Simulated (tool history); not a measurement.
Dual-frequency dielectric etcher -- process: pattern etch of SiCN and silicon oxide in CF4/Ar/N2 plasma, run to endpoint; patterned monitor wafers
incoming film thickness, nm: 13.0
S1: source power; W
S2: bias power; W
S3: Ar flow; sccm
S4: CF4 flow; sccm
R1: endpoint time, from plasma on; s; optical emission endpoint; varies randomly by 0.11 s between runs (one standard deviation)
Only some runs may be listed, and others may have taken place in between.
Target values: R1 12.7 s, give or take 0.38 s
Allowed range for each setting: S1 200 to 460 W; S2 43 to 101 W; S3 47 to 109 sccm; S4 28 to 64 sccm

run,hour,S1,S2,S3,S4,R1
1,0,330,72,78,46,18.701
2,8,300,72,78,46,20.796
3,14.8,340,73,78,46,18.123
4,20.3,370,74,78,46,16.438
5,22.4,390,75,78,46,15.442
6,28.7,390,85,78,46,14.931
7,31,400,86,78,46,14.461
8,34.5,410,86,78,46,14.35

5 candidate next runs follow, results not yet known. Just one meets every target within its allowed miss. Identify it.
A,38,370,87,78,47,?
B,38,420,91,79,38,?
C,38,440,83,77,41,?
D,38,390,82,81,43,?
E,38,440,89,69,47,?

move,R1
A,15.706
B,14.107
C,13.557
D,15.45
E,12.709
A: its largest miss is bigger than the last run's
B: nearer the targets than the last run, but a result is still out of spec
C: nearer the targets than the last run, but a result is still out of spec
D: its largest miss is bigger than the last run's
E: all results land within tolerance of their targets
Answer: E
